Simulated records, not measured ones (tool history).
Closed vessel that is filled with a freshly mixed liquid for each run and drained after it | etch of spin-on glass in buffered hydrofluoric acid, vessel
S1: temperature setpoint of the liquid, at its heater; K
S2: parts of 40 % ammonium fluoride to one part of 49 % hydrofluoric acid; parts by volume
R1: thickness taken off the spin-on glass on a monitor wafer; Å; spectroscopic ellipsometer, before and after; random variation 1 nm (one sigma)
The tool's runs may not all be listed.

run 1 hour=0 | S1=295.15 S2=7 time_in_the_liquid_(s)=30 | R1=884.38
run 2 hour=8.5 | S1=297.15 S2=7 time_in_the_liquid_(s)=30 | R1=1005.9
run 3 hour=15.1 | S1=297.65 S2=7 time_in_the_liquid_(s)=30 | R1=1006.5
run 4 hour=18.9 | S1=295.65 S2=7 time_in_the_liquid_(s)=30 | R1=928.25
run 5 hour=24 | S1=295.65 S2=7 time_in_the_liquid_(s)=30 | R1=924.28
run 6 hour=30.1 | S1=296.65 S2=7 time_in_the_liquid_(s)=30 | R1=985.61
run 7 hour=32.8 | S1=297.15 S2=7 time_in_the_liquid_(s)=30 | R1=996.84
run 8 hour=39.8 | S1=297.65 S2=7 time_in_the_liquid_(s)=30 | R1=1026.3

The next listed run, before its measurement:
run 9 hour=40.8 | S1=298.15 S2=7 time_in_the_liquid_(s)=30 | R1=?

{"run 9": {"R1": 1038.9}}

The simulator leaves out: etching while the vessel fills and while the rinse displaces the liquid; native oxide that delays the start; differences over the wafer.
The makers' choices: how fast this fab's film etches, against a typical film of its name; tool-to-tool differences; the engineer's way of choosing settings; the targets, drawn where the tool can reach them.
